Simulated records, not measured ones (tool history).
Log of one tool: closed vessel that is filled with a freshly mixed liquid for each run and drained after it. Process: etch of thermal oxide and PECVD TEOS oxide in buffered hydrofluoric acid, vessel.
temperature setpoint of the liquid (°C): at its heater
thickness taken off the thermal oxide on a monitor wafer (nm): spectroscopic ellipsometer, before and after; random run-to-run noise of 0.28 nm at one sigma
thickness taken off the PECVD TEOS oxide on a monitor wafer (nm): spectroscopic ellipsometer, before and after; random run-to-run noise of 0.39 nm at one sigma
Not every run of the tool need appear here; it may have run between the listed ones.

run	hour	temperature setpoint of the liquid (°C)	parts of 40 % ammonium fluoride to one part of 49 % hydrofluoric acid (parts by volume)	time in the liquid (s)	thickness taken off the thermal oxide on a monitor wafer (nm)	thickness taken off the PECVD TEOS oxide on a monitor wafer (nm)
1	0	23	12.5	60	51.464	73.826
2	1.6	23	10	60	64.097	92.323
3	6.3	23	10	45	48.183	67.557
4	10.3	23	13	45	37.33	52.171
5	17.1	25.5	13	45	42.647	60.578
6	22	22.5	13	45	36.06	51.559
# hour 23.2: thermometer replaced
7	23.2	23	13	45	33.927	48.327

Estimate the outcome of run 8 from the log above:
8	26.3	23.5	13	45	?	?

{"run 8": {"thickness taken off the thermal oxide on a monitor wafer (nm)": 34.972, "thickness taken off the PECVD TEOS oxide on a monitor wafer (nm)": 49.702}}
